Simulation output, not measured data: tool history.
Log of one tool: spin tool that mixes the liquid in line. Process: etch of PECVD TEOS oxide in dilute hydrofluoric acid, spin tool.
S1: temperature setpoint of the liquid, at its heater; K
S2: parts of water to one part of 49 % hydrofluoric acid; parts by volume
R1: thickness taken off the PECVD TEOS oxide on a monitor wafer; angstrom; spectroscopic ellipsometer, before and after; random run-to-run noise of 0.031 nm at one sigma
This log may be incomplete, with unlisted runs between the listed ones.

run 1 day=0.000 | S1=295.15 S2=85 time_under_the_liquid_(s)=100 | R1=93.482
run 2 day=0.183 | S1=294.15 S2=85 time_under_the_liquid_(s)=100 | R1=90.409
run 3 day=0.458 | S1=293.65 S2=85 time_under_the_liquid_(s)=100 | R1=88.114
run 4 day=0.808 | S1=293.15 S2=85 time_under_the_liquid_(s)=100 | R1=86.158
run 5 day=0.867 | S1=293.15 S2=95 time_under_the_liquid_(s)=100 | R1=76.454
run 6 day=1.088 | S1=293.15 S2=80 time_under_the_liquid_(s)=100 | R1=91.874
run 7 day=1.133 | S1=292.15 S2=80 time_under_the_liquid_(s)=100 | R1=88.592
run 8 day=1.454 | S1=291.65 S2=80 time_under_the_liquid_(s)=100 | R1=86.887

Expected results for the next run?
run 9 day=1.562 | S1=291.15 S2=80 time_under_the_liquid_(s)=100 | R1=?

R1: 84.926 angstrom

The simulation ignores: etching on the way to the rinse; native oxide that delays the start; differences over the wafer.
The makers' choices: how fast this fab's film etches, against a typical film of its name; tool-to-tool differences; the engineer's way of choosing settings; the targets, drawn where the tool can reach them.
